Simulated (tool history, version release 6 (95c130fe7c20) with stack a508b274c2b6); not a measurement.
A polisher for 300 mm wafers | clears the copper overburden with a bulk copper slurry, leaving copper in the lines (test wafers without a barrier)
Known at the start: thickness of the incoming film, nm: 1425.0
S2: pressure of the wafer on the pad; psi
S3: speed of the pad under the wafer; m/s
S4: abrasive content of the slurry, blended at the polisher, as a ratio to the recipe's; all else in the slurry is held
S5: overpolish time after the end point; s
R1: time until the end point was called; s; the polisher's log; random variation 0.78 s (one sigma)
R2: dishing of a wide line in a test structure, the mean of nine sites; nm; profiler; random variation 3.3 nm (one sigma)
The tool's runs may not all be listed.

run 1 hour=0.0 | flow_of_slurry_(ml/min)=125 S2=2.0 S3=1.32 S4=1.0 S5=23 | R1=153.820 R2=102.48
run 2 hour=7.3 | flow_of_slurry_(ml/min)=125 S2=2.0 S3=1.32 S4=1.0 S5=32 | R1=150.910 R2=113.27
run 3 hour=11.9 | flow_of_slurry_(ml/min)=125 S2=2.0 S3=1.32 S4=1.0 S5=37 | R1=155.100 R2=121.82
run 4 hour=20.9 | flow_of_slurry_(ml/min)=125 S2=2.0 S3=1.46 S4=1.0 S5=37 | R1=136.800 R2=125.82
run 5 hour=26.0 | flow_of_slurry_(ml/min)=125 S2=2.0 S3=1.34 S4=1.0 S5=37 | R1=150.050 R2=127.34
run 6 hour=31.3 | flow_of_slurry_(ml/min)=130 S2=2.3 S3=1.38 S4=1.0 S5=32 | R1=128.270 R2=126.61
run 7 hour=32.9 | flow_of_slurry_(ml/min)=155 S2=2.9 S3=1.60 S4=1.0 S5=22 | R1=84.697 R2=135.48
run 8 hour=39.3 | flow_of_slurry_(ml/min)=155 S2=2.9 S3=1.60 S4=1.0 S5=22 | R1=85.107 R2=135.29

Forecast run 9:
run 9 hour=40.7 | flow_of_slurry_(ml/min)=155 S2=3.0 S3=1.60 S4=1.0 S5=22 | R1=? R2=?

Run 9 gave R1 83.714 s, R2 142.04 nm.

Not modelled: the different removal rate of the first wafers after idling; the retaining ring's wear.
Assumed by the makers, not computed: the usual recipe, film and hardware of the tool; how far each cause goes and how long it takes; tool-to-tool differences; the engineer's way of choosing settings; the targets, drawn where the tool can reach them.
